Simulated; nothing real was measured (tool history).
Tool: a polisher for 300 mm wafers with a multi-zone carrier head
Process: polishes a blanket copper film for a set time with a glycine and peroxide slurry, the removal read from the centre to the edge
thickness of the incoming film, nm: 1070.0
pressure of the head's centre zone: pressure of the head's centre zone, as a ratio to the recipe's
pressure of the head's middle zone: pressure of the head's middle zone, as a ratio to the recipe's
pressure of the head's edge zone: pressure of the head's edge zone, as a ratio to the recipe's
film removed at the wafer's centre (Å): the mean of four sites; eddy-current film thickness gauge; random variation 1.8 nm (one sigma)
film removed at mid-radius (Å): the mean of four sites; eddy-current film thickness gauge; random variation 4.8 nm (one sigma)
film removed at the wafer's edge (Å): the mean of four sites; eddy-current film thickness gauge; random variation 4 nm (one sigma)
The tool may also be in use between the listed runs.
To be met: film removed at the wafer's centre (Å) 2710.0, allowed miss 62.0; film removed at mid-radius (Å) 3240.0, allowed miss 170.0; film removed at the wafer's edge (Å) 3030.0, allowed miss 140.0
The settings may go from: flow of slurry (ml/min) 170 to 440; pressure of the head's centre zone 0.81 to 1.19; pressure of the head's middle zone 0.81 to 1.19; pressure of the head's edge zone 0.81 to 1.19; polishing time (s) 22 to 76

| run | day | flow of slurry (ml/min) | pressure of the head's centre zone | pressure of the head's middle zone | pressure of the head's edge zone | polishing time (s) | film removed at the wafer's centre (Å) | film removed at mid-radius (Å) | film removed at the wafer's edge (Å) |
|---|---|---|---|---|---|---|---|---|---|
| 1 | 0.000 | 280 | 1.00 | 1.00 | 1.00 | 49 | 3202.6 | 3368.1 | 3365.6 |
| 2 | 0.100 | 280 | 1.00 | 1.03 | 1.00 | 49 | 3186.7 | 3410.2 | 3358.2 |
| 3 | 0.312 | 280 | 1.00 | 1.03 | 1.00 | 38 | 2493.4 | 2600.0 | 2547.0 |
| 4 | 0.604 | 285 | 1.00 | 1.06 | 1.03 | 39 | 2546.0 | 2848.3 | 2659.5 |
| 5 | 0.954 | 285 | 1.00 | 1.06 | 0.95 | 39 | 2552.0 | 2754.6 | 2544.5 |
| 6 | 1.246 | 295 | 1.00 | 1.07 | 0.99 | 40 | 2602.0 | 2943.1 | 2685.9 |
| 7 | 1.438 | 305 | 1.00 | 1.07 | 1.02 | 40 | 2653.1 | 2949.3 | 2720.9 |
| 8 | 1.462 | 305 | 0.99 | 1.07 | 1.05 | 40 | 2587.7 | 2879.0 | 2709.1 |
| 9 | 1.829 | 330 | 0.95 | 1.13 | 1.13 | 45 | 2868.9 | 3390.2 | 3276.2 |
| 10 | 2.012 | 320 | 0.95 | 1.13 | 1.11 | 45 | 2852.3 | 3452.8 | 3140.9 |

Which of these 4 next moves meets every target?
| A | 2.196 | 355 | 1.07 | 1.00 | 1.14 | 45 | ? | ? | ? |
| B | 2.196 | 410 | 0.96 | 1.13 | 1.13 | 42 | ? | ? | ? |
| C | 2.196 | 375 | 0.99 | 1.01 | 1.18 | 45 | ? | ? | ? |
| D | 2.196 | 305 | 0.97 | 1.17 | 1.06 | 46 | ? | ? | ? |

| move | film removed at the wafer's centre (Å) | film removed at mid-radius (Å) | film removed at the wafer's edge (Å) |
|---|---|---|---|
| A | 3148.4 | 3161.8 | 3309.9 |
| B | 2726.9 | 3278.9 | 3089.9 |
| C | 2973.1 | 3197.5 | 3377.5 |
| D | 2954.2 | 3629.3 | 3231.7 |
A: further off than the last run
B: meets every target
C: further off than the last run
D: further off than the last run
Answer: B
